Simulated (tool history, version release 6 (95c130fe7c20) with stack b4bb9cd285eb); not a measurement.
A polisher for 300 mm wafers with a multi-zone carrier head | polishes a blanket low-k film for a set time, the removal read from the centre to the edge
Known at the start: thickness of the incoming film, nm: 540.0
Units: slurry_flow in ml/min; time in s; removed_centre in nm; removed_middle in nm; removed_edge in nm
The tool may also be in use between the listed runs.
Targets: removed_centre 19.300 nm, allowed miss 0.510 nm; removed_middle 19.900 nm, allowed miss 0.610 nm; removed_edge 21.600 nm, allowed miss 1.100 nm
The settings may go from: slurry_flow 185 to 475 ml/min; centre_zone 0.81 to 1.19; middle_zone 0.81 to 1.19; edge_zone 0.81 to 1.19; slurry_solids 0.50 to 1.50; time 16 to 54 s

run	hour	slurry_flow	centre_zone	middle_zone	edge_zone	slurry_solids	time	removed_centre	removed_middle	removed_edge
1	0.0	305	1.00	1.00	1.00	1.00	35	16.176	15.971	16.199
2	4.9	305	1.00	1.01	1.04	1.10	35	17.118	16.662	16.990
3	6.2	300	0.98	1.01	1.07	1.20	35	17.239	17.397	17.839
4	13.2	300	0.97	1.01	1.09	1.25	35	17.374	17.203	18.578
5	19.7	305	0.97	1.03	1.11	1.30	35	17.568	18.084	18.766
6	20.6	305	0.97	1.03	1.11	1.30	31	15.418	16.088	16.633
7	28.9	300	0.97	1.03	1.12	1.35	32	16.379	16.877	17.178
8	36.4	315	0.96	1.03	1.14	1.40	33	16.536	17.305	18.180
9	43.9	320	0.96	1.03	1.15	1.40	34	17.570	17.908	18.665
10	45.2	305	0.96	1.03	1.15	1.40	35	17.581	18.616	19.509
11	48.3	300	0.98	1.01	1.19	1.50	36	19.066	18.947	20.309
12	51.9	300	0.97	1.01	1.19	1.50	36	18.895	19.154	20.760

Which of these 5 next moves meets every target?
A	55.5	285	1.00	1.08	1.13	1.50	39	?	?	?
B	55.5	275	0.88	1.08	1.16	1.45	39	?	?	?
C	55.5	285	0.90	0.93	1.18	1.30	40	?	?	?
D	55.5	305	1.07	1.06	1.08	1.45	36	?	?	?
E	55.5	185	0.99	1.05	1.18	1.50	39	?	?	?

move	removed_centre	removed_middle	removed_edge
A	20.993	21.602	21.376
B	18.161	21.282	21.281
C	18.412	18.633	21.265
D	20.676	19.547	19.294
E	19.324	19.763	20.711
A: takes the result that was furthest off past its target
B: takes the result that was furthest off past its target
C: further off than the last run
D: brings the result that was furthest off to its target, and leaves another outside
E: meets every target
The right move is E.
